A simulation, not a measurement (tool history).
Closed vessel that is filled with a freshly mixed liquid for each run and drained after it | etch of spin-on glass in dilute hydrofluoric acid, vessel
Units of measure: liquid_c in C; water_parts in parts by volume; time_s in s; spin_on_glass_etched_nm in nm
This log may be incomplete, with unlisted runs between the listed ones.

run  hour  liquid_c  water_parts  time_s  spin_on_glass_etched_nm
  1   0.0      25.0          290     430                   43.174
  2   8.4      23.5          290     430                   40.707
  3  10.0      21.0          290     430                   37.277
  4  18.4      20.5          290     430                   37.033
  5  23.6      20.5          290     465                   39.927
  6  32.5      19.5          290     465                   38.250

Expected results for the next run?
  7  39.9      19.0          290     465                        ?

Run 7 gave spin_on_glass_etched_nm 37.376 nm.
